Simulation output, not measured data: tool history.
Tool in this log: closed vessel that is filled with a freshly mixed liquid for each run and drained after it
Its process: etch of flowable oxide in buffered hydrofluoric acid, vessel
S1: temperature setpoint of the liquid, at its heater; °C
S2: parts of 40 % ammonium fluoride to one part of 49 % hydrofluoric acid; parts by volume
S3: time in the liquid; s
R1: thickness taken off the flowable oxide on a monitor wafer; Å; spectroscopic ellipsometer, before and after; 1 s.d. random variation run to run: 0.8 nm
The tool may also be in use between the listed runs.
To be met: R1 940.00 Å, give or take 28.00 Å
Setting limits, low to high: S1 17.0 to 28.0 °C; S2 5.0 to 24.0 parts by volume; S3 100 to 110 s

| run | day | S1 | S2 | S3 | R1 |
|---|---|---|---|---|---|
| 1 | 0.000 | 20.0 | 14.5 | 100 | 1584.60 |
| 2 | 0.321 | 21.5 | 14.5 | 100 | 1750.60 |
| 3 | 0.679 | 20.0 | 16.0 | 100 | 1471.30 |
| 4 | 0.950 | 20.0 | 19.5 | 100 | 1201.70 |
| 5 | 1.029 | 19.0 | 20.0 | 100 | 1114.10 |
| 6 | 1.312 | 19.0 | 20.0 | 100 | 1108.20 |
| 7 | 1.662 | 18.5 | 20.5 | 100 | 1065.80 |
| 8 | 1.825 | 18.0 | 21.0 | 100 | 1018.70 |
| 9 | 2.196 | 17.5 | 21.0 | 100 | 969.63 |

Below are 5 possible settings for the next run. Only one of them brings all results inside the allowed miss of their targets. Which is it?
| A | 2.567 | 19.5 | 23.0 | 100 | ? |
| B | 2.567 | 17.0 | 21.5 | 105 | ? |
| C | 2.567 | 17.0 | 20.0 | 100 | ? |
| D | 2.567 | 17.0 | 23.5 | 105 | ? |
| E | 2.567 | 17.0 | 21.0 | 110 | ? |

| move | R1 |
|---|---|
| A | 1031.40 |
| B | 984.32 |
| C | 985.46 |
| D | 925.58 |
| E | 1048.10 |
A: moves away from the targets compared with the last run
B: moves away from the targets compared with the last run
C: moves away from the targets compared with the last run
D: every result lands within tolerance
E: moves away from the targets compared with the last run
Correct choice: D, which meets every target
